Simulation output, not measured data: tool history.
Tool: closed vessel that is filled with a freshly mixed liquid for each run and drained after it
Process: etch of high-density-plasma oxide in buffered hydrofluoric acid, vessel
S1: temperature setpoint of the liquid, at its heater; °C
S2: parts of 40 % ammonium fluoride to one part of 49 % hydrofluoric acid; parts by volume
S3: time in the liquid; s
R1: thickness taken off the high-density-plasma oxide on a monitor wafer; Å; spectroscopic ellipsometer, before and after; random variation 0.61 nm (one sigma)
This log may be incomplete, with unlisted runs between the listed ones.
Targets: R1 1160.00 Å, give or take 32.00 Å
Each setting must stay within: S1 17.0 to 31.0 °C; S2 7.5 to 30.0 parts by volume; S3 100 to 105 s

run,day,S1,S2,S3,R1
1,0.000,23.0,20.5,100,823.04
2,0.258,24.5,20.5,100,892.00
3,0.596,25.5,20.5,100,950.88
4,0.650,23.0,20.5,100,823.11
5,0.933,24.0,20.5,100,878.24
6,1.279,24.0,18.5,100,959.04
7,1.421,24.5,18.5,100,995.19
8,1.583,25.0,18.5,100,1014.80
9,1.650,25.5,18.5,100,1039.20
10,1.992,26.0,18.5,100,1066.50

Of the 4 settings listed for the next run, only one would bring every result within its allowed miss of target. Which one?
A,2.333,25.5,18.5,105,?
B,2.333,25.5,19.0,100,?
C,2.333,26.5,19.5,105,?
D,2.333,25.5,17.5,105,?

move,R1
A,1096.50
B,1017.20
C,1098.90
D,1158.20
A: closes in on the targets versus the last run, not all within tolerance yet
B: misses by more than the last run did
C: closes in on the targets versus the last run, not all within tolerance yet
D: every result lands within tolerance
Correct choice: D, which meets every target

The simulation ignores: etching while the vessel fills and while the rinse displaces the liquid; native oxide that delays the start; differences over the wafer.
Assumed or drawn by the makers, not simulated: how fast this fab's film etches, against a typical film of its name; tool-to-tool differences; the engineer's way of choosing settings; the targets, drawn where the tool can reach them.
